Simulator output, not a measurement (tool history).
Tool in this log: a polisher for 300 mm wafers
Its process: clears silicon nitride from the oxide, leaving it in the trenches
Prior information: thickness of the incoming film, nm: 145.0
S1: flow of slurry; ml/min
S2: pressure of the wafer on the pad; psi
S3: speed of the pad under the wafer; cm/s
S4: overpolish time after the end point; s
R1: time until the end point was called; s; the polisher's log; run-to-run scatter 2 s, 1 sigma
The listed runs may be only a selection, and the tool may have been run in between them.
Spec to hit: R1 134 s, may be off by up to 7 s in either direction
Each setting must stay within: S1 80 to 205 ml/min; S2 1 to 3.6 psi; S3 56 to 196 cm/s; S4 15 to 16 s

Run 1, hour 0: S1 135 ml/min, S2 2.3 psi, S3 126 cm/s, S4 15 s. Result: R1 183.11 s.
Run 2, hour 0.7: S1 135 ml/min, S2 2.5 psi, S3 126 cm/s, S4 15 s. Result: R1 167.17 s.
Run 3, hour 8: S1 135 ml/min, S2 2.6 psi, S3 126 cm/s, S4 15 s. Result: R1 163.29 s.
Run 4, hour 15.4: S1 135 ml/min, S2 2.6 psi, S3 98 cm/s, S4 15 s. Result: R1 197.5 s.
At hour 24: worn pad replaced by a new one.
Run 5, hour 24: S1 135 ml/min, S2 2.6 psi, S3 110 cm/s, S4 15 s. Result: R1 163.97 s.
Run 6, hour 28.3: S1 135 ml/min, S2 2.7 psi, S3 110 cm/s, S4 15 s. Result: R1 159.95 s.
Run 7, hour 30.8: S1 135 ml/min, S2 2.8 psi, S3 110 cm/s, S4 15 s. Result: R1 152.1 s.
Run 8, hour 36.3: S1 135 ml/min, S2 2.9 psi, S3 110 cm/s, S4 15 s. Result: R1 151.5 s.
Run 9, hour 42: S1 135 ml/min, S2 3 psi, S3 110 cm/s, S4 15 s. Result: R1 148.34 s.

5 next moves are on the table. One of them brings every result within its allowed miss. Which?
Run A, hour 47.7: S1 130 ml/min, S2 3 psi, S3 108 cm/s, S4 15 s. Result: R1 ?.
Run B, hour 47.7: S1 120 ml/min, S2 3.2 psi, S3 114 cm/s, S4 15 s. Result: R1 ?.
Run C, hour 47.7: S1 135 ml/min, S2 3.3 psi, S3 126 cm/s, S4 15 s. Result: R1 ?.
Run D, hour 47.7: S1 130 ml/min, S2 3.4 psi, S3 78 cm/s, S4 16 s. Result: R1 ?.
Run E, hour 47.7: S1 120 ml/min, S2 2.8 psi, S3 106 cm/s, S4 15 s. Result: R1 ?.

move      R1
   A   144.8
   B  131.29
   C  115.02
   D  170.16
   E  158.54
A: nearer than the last run, and not there yet
B: in spec on every target
C: moves the result that the last run missed by most past its target, out the other side
D: the biggest miss grows against the last run
E: the biggest miss grows against the last run
The right move is B.
